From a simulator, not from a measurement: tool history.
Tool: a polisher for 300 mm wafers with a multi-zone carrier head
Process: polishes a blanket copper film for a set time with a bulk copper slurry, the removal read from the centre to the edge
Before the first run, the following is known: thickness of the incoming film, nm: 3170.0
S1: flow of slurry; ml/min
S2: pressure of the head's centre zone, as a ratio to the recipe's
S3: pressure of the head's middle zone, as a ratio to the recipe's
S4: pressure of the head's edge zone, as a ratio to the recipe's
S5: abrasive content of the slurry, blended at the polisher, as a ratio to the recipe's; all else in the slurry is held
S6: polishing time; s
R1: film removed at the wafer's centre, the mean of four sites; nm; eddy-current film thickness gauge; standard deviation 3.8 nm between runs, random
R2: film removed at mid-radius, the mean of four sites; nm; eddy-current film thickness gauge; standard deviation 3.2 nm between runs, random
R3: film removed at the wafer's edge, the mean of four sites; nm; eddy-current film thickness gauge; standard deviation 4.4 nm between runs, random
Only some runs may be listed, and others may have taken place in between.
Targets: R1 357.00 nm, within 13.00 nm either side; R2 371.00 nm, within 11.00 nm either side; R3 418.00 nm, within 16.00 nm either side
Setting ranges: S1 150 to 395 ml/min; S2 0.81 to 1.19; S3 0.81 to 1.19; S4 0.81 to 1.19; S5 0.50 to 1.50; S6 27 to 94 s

| run | hour | S1 | S2 | S3 | S4 | S5 | S6 | R1 | R2 | R3 |
|---|---|---|---|---|---|---|---|---|---|---|
| 1 | 0.0 | 250 | 1.00 | 1.00 | 1.00 | 1.00 | 60 | 497.13 | 502.42 | 526.65 |
| 2 | 4.3 | 245 | 0.98 | 0.98 | 0.99 | 0.95 | 60 | 483.88 | 495.30 | 521.04 |
| 3 | 5.9 | 240 | 0.97 | 0.96 | 0.99 | 0.90 | 59 | 466.80 | 474.41 | 507.10 |
| 4 | 9.6 | 235 | 0.96 | 0.95 | 0.99 | 0.85 | 58 | 441.21 | 455.73 | 483.76 |
| 5 | 13.2 | 230 | 0.95 | 0.93 | 0.99 | 0.80 | 58 | 433.96 | 438.81 | 485.39 |
| 6 | 20.8 | 230 | 0.95 | 0.93 | 0.99 | 0.80 | 52 | 387.58 | 393.47 | 424.39 |
| 7 | 23.7 | 225 | 0.94 | 0.92 | 0.99 | 0.80 | 52 | 378.34 | 388.38 | 426.01 |
| 8 | 29.3 | 225 | 0.94 | 0.92 | 0.99 | 0.80 | 52 | 377.75 | 386.50 | 435.68 |
| 9 | 34.9 | 220 | 0.94 | 0.92 | 0.99 | 0.80 | 52 | 381.43 | 388.34 | 423.70 |
| 10 | 40.6 | 215 | 0.93 | 0.92 | 0.99 | 0.80 | 52 | 365.86 | 383.57 | 430.66 |

Pick the move, out of 5, that brings all results within their allowed miss; only one does.
| A | 46.3 | 340 | 0.99 | 0.93 | 0.96 | 0.75 | 46 | ? | ? | ? |
| B | 46.3 | 200 | 0.86 | 0.91 | 0.97 | 0.90 | 54 | ? | ? | ? |
| C | 46.3 | 205 | 0.97 | 0.90 | 1.00 | 0.85 | 51 | ? | ? | ? |
| D | 46.3 | 205 | 1.04 | 0.84 | 1.07 | 0.65 | 52 | ? | ? | ? |
| E | 46.3 | 210 | 0.92 | 0.90 | 0.97 | 0.85 | 51 | ? | ? | ? |

| move | R1 | R2 | R3 |
|---|---|---|---|
| A | 377.67 | 373.61 | 386.75 |
| B | 354.23 | 402.98 | 437.83 |
| C | 376.48 | 375.72 | 417.15 |
| D | 392.84 | 347.47 | 419.93 |
| E | 359.34 | 378.07 | 412.83 |
A: gets the furthest-off result to its target, but another result is out of tolerance
B: misses by more than the last run did
C: gets the furthest-off result to its target, but another result is out of tolerance
D: pushes the last run's worst result past its target
E: meets every target
The move that meets every target is E.
